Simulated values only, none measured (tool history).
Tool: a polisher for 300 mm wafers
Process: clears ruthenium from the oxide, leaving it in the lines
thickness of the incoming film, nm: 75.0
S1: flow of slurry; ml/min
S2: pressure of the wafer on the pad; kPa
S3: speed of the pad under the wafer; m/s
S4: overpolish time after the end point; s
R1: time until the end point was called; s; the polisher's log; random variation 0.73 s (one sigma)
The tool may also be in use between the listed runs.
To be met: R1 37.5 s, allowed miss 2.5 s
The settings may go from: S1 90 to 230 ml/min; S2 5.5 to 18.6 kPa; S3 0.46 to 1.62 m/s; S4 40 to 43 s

| run | hour | S1 | S2 | S3 | S4 | R1 |
|---|---|---|---|---|---|---|
| 1 | 0 | 150 | 11.7 | 1.04 | 40 | 71.826 |
| 2 | 6.9 | 150 | 13.1 | 1.06 | 40 | 62.463 |
| 3 | 13.4 | 150 | 13.8 | 1.08 | 40 | 57.087 |
| 4 | 16.2 | 150 | 13.8 | 1.08 | 43 | 57.985 |
| 5 | 19.1 | 150 | 14.5 | 1.08 | 43 | 55.601 |
| 6 | 27.9 | 150 | 15.2 | 1.1 | 43 | 52.714 |
|  | 34.1 | worn pad replaced by a new one |
| 7 | 34.1 | 150 | 15.9 | 1.12 | 43 | 43.357 |
| 8 | 36.9 | 150 | 15.9 | 1.12 | 43 | 44.224 |
| 9 | 39.5 | 150 | 16.5 | 1.12 | 43 | 41.623 |

4 next moves are on the table. One of them brings every result within its allowed miss. Which?
| A | 42.1 | 195 | 18.6 | 0.9 | 43 | ? |
| B | 42.1 | 135 | 15.9 | 1 | 41 | ? |
| C | 42.1 | 195 | 17.2 | 1.4 | 40 | ? |
| D | 42.1 | 145 | 18.6 | 1.16 | 41 | ? |

| move | R1 |
|---|---|
| A | 44.701 |
| B | 50.01 |
| C | 31.265 |
| D | 36.742 |
A: further off than the last run
B: further off than the last run
C: takes the result that was furthest off past its target
D: meets every target
The right move is D.

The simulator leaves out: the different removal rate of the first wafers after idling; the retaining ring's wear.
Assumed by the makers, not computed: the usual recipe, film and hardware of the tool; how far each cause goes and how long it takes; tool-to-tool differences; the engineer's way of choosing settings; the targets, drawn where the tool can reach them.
